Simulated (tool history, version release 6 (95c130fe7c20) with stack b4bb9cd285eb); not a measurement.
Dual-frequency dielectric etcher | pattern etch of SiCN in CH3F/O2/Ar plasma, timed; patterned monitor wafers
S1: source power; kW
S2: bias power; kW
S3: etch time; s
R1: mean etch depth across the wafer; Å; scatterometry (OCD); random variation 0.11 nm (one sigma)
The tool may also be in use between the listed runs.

| run | hour | S1 | S2 | S3 | R1 |
|---|---|---|---|---|---|
| 1 | 0 | 0.38 | 0.074 | 90.5 | 338.56 |
| 2 | 1.8 | 0.38 | 0.084 | 90.5 | 356.83 |
| 3 | 10.4 | 0.33 | 0.078 | 90.5 | 320.02 |
| 4 | 18.8 | 0.3 | 0.077 | 90.5 | 304.26 |
| 5 | 23 | 0.35 | 0.077 | 90.5 | 330.96 |
| 6 | 28.9 | 0.35 | 0.07 | 90.5 | 318.29 |

Run 7 comes next. What will it give?
| 7 | 34.9 | 0.32 | 0.069 | 90.5 | ? |

Run 7 gave R1 300.14 Å.
